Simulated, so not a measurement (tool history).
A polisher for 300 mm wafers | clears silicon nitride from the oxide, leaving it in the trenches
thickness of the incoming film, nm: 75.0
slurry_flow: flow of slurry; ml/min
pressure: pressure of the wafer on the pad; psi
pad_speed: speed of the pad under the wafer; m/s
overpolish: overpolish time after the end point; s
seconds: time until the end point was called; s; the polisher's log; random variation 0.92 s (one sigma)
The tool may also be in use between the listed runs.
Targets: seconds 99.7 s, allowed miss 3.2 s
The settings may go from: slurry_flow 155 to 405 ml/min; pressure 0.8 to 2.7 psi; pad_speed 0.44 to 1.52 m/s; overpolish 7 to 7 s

run	hour	slurry_flow	pressure	pad_speed	overpolish	seconds
1	0	260	1.7	0.98	7	148.64
2	0.7	260	1.8	0.98	7	138.46
3	3.8	260	1.9	0.98	7	133.92
4	11.6	260	2	0.98	7	127.82
5	20.5	260	2.1	0.98	7	119.54
6	24.9	260	2.1	0.76	7	142.37
7	33.2	265	2.6	0.78	7	112.18
8	36.4	265	2.6	0.8	7	110.01
9	37.5	265	2.6	0.82	7	109.56
10	40.5	265	2.6	0.84	7	106.2
11	48.2	265	2.7	0.84	7	104.21

5 next moves are on the table. One of them brings every result within its allowed miss. Which?
A	55.9	285	2.7	0.68	7	?
B	55.9	290	2.7	0.76	7	?
C	55.9	160	2.4	1.02	7	?
D	55.9	280	2.6	0.94	7	?
E	55.9	235	2.7	1.08	7	?

move	seconds
A	115.59
B	108.71
C	109.64
D	100.02
E	90.066
A: further off than the last run
B: further off than the last run
C: further off than the last run
D: meets every target
E: takes the result that was furthest off past its target
Move D is the one to make.
